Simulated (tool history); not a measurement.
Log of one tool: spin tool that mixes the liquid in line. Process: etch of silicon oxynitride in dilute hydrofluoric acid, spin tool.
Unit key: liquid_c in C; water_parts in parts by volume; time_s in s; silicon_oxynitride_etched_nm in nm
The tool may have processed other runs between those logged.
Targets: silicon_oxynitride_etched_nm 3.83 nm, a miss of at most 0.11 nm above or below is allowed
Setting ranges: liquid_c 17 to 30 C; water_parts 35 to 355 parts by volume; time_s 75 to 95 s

run,hour,liquid_c,water_parts,time_s,silicon_oxynitride_etched_nm
1,0,22,195,95,2.1888
2,7.4,23.5,190,95,2.396
3,16.4,24.5,185,95,2.6199
4,24,24.5,135,95,3.6521
5,31.1,21,135,95,3.1395
6,35.6,22,135,95,3.3173
7,43,22.5,135,95,3.4011
8,47.9,23,135,95,3.4877
9,55.2,23.5,135,95,3.5572

Consider the 4 candidate settings below. Which is the only one whose results all fall within their allowed miss of target?
A,62.5,24,120,75,?
B,62.5,23.5,125,95,?
C,62.5,23,135,95,?
D,62.5,19,115,95,?

move,silicon_oxynitride_etched_nm
A,3.2574
B,3.8543
C,3.4603
D,3.3984
A: lands further from the targets than the last run did
B: every result within its allowed miss
C: lands further from the targets than the last run did
D: lands further from the targets than the last run did
B is the move that brings every result within its allowed miss.
